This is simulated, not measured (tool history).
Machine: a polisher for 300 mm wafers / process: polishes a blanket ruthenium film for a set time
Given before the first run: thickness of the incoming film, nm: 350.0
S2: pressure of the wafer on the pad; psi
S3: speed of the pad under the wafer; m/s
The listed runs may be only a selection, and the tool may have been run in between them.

run 1 hour=0 | flow_of_slurry_(ml/min)=210 S2=2.8 S3=1.02 polishing_time_(s)=99 | film_removed_(nm)=176.7
run 2 hour=5 | flow_of_slurry_(ml/min)=210 S2=2.5 S3=1.02 polishing_time_(s)=99 | film_removed_(nm)=159.24
run 3 hour=5.8 | flow_of_slurry_(ml/min)=210 S2=2.2 S3=1.02 polishing_time_(s)=99 | film_removed_(nm)=141.21
run 4 hour=7.6 | flow_of_slurry_(ml/min)=210 S2=2 S3=1.02 polishing_time_(s)=99 | film_removed_(nm)=126.58
run 5 hour=16.1 | flow_of_slurry_(ml/min)=210 S2=1.9 S3=1.02 polishing_time_(s)=99 | film_removed_(nm)=117.81
run 6 hour=20.6 | flow_of_slurry_(ml/min)=210 S2=2.4 S3=1.02 polishing_time_(s)=99 | film_removed_(nm)=153.86
run 7 hour=26.6 | flow_of_slurry_(ml/min)=210 S2=2.2 S3=1.02 polishing_time_(s)=99 | film_removed_(nm)=140.1
run 8 hour=28.8 | flow_of_slurry_(ml/min)=210 S2=1.4 S3=1 polishing_time_(s)=99 | film_removed_(nm)=91.421

Predict the results of run 9:
run 9 hour=34.2 | flow_of_slurry_(ml/min)=210 S2=1.5 S3=1 polishing_time_(s)=99 | film_removed_(nm)=?

For run 9 the tool returned film removed (nm) 92.803.
